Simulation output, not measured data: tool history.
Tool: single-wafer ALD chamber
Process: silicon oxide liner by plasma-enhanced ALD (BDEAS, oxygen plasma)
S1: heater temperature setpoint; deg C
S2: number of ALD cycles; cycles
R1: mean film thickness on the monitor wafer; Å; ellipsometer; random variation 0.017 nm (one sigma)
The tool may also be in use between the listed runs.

run 1 hour=0 | S1=320 S2=37 | R1=36.516
run 2 hour=2 | S1=320 S2=36 | R1=35.268
run 3 hour=4.6 | S1=320 S2=38 | R1=37.411
run 4 hour=9.1 | S1=327 S2=38 | R1=36.758
run 5 hour=17.3 | S1=336 S2=38 | R1=36.724
run 6 hour=23.5 | S1=330 S2=38 | R1=36.492
run 7 hour=29.7 | S1=330 S2=37 | R1=35.876
run 8 hour=35.2 | S1=330 S2=36 | R1=35.085
run 9 hour=36.2 | S1=330 S2=36 | R1=35.126
run 10 hour=39.1 | S1=330 S2=35 | R1=34.177

The next listed run, before its measurement:
run 11 hour=41.9 | S1=330 S2=35 | R1=?

{"run 11": {"R1": 34.306}}
